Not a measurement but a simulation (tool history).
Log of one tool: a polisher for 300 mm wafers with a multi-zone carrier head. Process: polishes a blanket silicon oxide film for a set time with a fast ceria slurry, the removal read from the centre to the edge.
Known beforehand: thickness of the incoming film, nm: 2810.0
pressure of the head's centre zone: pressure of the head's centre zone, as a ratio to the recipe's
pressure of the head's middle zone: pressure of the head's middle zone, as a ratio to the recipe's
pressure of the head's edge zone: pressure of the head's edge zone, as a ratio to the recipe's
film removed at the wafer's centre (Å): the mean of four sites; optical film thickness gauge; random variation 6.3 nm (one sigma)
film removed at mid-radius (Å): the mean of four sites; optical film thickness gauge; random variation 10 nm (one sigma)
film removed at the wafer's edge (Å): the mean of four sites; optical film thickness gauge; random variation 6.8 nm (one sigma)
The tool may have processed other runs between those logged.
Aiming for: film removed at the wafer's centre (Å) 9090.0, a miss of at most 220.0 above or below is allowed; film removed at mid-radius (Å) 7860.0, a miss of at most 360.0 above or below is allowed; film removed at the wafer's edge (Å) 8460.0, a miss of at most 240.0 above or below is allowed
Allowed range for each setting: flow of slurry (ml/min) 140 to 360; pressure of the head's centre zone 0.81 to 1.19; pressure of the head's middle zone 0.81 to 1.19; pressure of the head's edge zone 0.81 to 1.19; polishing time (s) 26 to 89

run  hour  flow of slurry (ml/min)  pressure of the head's centre zone  pressure of the head's middle zone  pressure of the head's edge zone  polishing time (s)  film removed at the wafer's centre (Å)  film removed at mid-radius (Å)  film removed at the wafer's edge (Å)
  1   0.0                      230                                1.00                                1.00                              1.00                  57                                  9866.7                          9580.9                               10036.0
  2   2.2                      230                                1.00                                1.00                              1.07                  57                                  9925.1                          9753.1                               10151.0
  3   9.7                      230                                1.00                                1.00                              1.07                  48                                  8415.5                          8067.3                                8723.0
  4  18.7                      240                                1.02                                1.00                              1.05                  47                                  8440.9                          8099.9                                8418.6
     25.2  -- slurry nozzle cleaned
  5  25.2                      240                                1.02                                1.00                              1.05                  57                                 10631.0                         10239.0                               10540.0
  6  30.3                      225                                1.03                                0.99                              0.99                  56                                 10412.0                          9856.4                                9998.7
  7  39.1                      220                                1.03                                0.96                              0.95                  54                                  9940.1                          9058.7                                9516.7
  8  44.3                      215                                1.03                                0.95                              0.92                  53                                  9805.8                          9174.2                                9338.8
  9  45.8                      215                                1.04                                0.93                              0.92                  51                                  9550.5                          8583.4                                8794.9
 10  50.1                      205                                1.03                                0.91                              0.92                  51                                  9356.9                          8425.0                                8786.0
 11  58.8                      195                                1.03                                0.89                              0.92                  51                                  9346.2                          8317.9                                8716.9
 12  63.7                      190                                1.03                                0.87                              0.92                  51                                  9128.2                          8025.4                                8790.0
 13  66.3                      190                                1.03                                0.87                              0.91                  51                                  9362.1                          7981.2                                8834.1

Exactly one of the 5 candidate moves below puts every result within its allowed miss. Which one?
  A  68.9                      165                                1.03                                0.93                              0.84                  48                                       ?                               ?                                     ?
  B  68.9                      230                                1.08                                0.84                              0.93                  49                                       ?                               ?                                     ?
  C  68.9                      190                                0.97                                0.97                              0.90                  53                                       ?                               ?                                     ?
  D  68.9                      195                                0.99                                0.87                              0.92                  49                                       ?                               ?                                     ?
  E  68.9                      150                                1.05                                0.88                              0.88                  52                                       ?                               ?                                     ?

move  film removed at the wafer's centre (Å)  film removed at mid-radius (Å)  film removed at the wafer's edge (Å)
   A                                  8507.7                          7609.8                                7880.7
   B                                  9700.1                          7777.5                                8659.1
   C                                  9114.3                          8836.4                                9057.5
   D                                  8640.3                          7730.2                                8467.0
   E                                  9175.3                          7833.5                                8532.9
A: carries the result that was furthest off beyond its target, to the other side
B: gets the furthest-off result to its target, but another result is out of tolerance
C: the biggest miss grows against the last run
D: gets the furthest-off result to its target, but another result is out of tolerance
E: every result lands within tolerance
So the answer is move E, the one that meets all the targets.

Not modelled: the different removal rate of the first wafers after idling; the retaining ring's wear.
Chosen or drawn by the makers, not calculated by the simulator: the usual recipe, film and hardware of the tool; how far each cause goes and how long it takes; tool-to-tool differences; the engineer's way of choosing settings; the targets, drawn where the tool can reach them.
